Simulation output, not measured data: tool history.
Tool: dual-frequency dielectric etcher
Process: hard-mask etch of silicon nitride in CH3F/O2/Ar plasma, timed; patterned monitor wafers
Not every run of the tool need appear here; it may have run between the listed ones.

run	day	source power (kW)	bias power (kW)	etch time (s)	mean etch depth across the wafer (nm)
1	0.000	0.490	0.101	153.0	121.84
2	0.108	0.440	0.101	153.0	115.71
3	0.271	0.500	0.103	153.0	124.81
4	0.517	0.440	0.103	153.0	116.22
5	0.854	0.500	0.104	153.0	124.04
6	1.221	0.540	0.105	153.0	130.48

Forecast run 7:
7	1.392	0.570	0.106	153.0	?

Run 7 yielded mean etch depth across the wafer (nm) 134.37.

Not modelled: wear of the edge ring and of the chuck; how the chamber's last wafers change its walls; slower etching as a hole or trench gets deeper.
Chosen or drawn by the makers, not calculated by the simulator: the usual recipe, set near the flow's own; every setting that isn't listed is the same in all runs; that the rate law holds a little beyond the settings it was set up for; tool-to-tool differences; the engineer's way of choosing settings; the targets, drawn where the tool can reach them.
